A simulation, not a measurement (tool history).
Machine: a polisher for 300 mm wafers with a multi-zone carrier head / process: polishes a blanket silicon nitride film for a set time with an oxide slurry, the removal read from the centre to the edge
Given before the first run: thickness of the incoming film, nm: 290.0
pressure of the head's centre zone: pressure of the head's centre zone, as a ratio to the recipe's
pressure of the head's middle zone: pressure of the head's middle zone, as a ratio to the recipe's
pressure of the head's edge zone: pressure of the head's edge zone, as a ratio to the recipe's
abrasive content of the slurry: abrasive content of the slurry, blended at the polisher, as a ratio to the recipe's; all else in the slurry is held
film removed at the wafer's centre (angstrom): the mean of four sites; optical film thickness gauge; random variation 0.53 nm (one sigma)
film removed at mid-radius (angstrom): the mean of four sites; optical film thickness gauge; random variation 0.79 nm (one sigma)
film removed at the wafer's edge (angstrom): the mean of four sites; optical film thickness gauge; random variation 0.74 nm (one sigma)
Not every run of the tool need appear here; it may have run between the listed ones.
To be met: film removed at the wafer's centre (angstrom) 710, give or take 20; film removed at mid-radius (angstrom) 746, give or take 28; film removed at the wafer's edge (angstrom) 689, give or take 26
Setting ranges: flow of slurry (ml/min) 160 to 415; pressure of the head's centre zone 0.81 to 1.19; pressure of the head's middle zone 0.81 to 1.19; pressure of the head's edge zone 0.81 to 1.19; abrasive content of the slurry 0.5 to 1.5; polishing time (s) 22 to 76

run	day	flow of slurry (ml/min)	pressure of the head's centre zone	pressure of the head's middle zone	pressure of the head's edge zone	abrasive content of the slurry	polishing time (s)	film removed at the wafer's centre (angstrom)	film removed at mid-radius (angstrom)	film removed at the wafer's edge (angstrom)
1	0	265	1	1	1	1	49	503.9	496.06	510.88
2	0.121	275	1.02	1.03	1.02	1.1	49	556.39	536.99	553.37
3	0.167	285	1.02	1.06	1.02	1.15	49	572.11	581.37	563.45
4	0.475	230	1.02	1.06	1.02	1.15	49	565.1	569.26	547.18
5	0.692	240	1.03	1.08	1.05	1.2	49	587.01	592.31	575.62
6	0.817	255	1.04	1.1	1.07	1.25	49	602.63	610.06	586.37
7	0.892	260	1.04	1.11	1.08	1.3	49	622.01	640.28	614.2
8	1.192	270	1.05	1.12	1.09	1.35	49	639.46	650.58	621.49

Pick the move, out of 5, that brings all results within their allowed miss; only one does.
A	1.492	355	1.12	0.83	1.19	1.35	52	?	?	?
B	1.492	275	0.87	1.19	1.15	1.4	50	?	?	?
C	1.492	305	0.84	1.15	1.17	1.35	54	?	?	?
D	1.492	330	1.1	0.81	1.19	1.4	55	?	?	?
E	1.492	270	1.04	1.13	1.04	1.45	53	?	?	?

move	film removed at the wafer's centre (angstrom)	film removed at mid-radius (angstrom)	film removed at the wafer's edge (angstrom)
A	745.6	547.18	716.86
B	553.14	710.2	673.93
C	572.79	739.34	727.77
D	782.36	573.62	767.78
E	711.18	729.36	689.26
A: takes the result that was furthest off past its target
B: the biggest miss grows against the last run
C: the biggest miss grows against the last run
D: takes the result that was furthest off past its target
E: in spec on every target
E meets every target.

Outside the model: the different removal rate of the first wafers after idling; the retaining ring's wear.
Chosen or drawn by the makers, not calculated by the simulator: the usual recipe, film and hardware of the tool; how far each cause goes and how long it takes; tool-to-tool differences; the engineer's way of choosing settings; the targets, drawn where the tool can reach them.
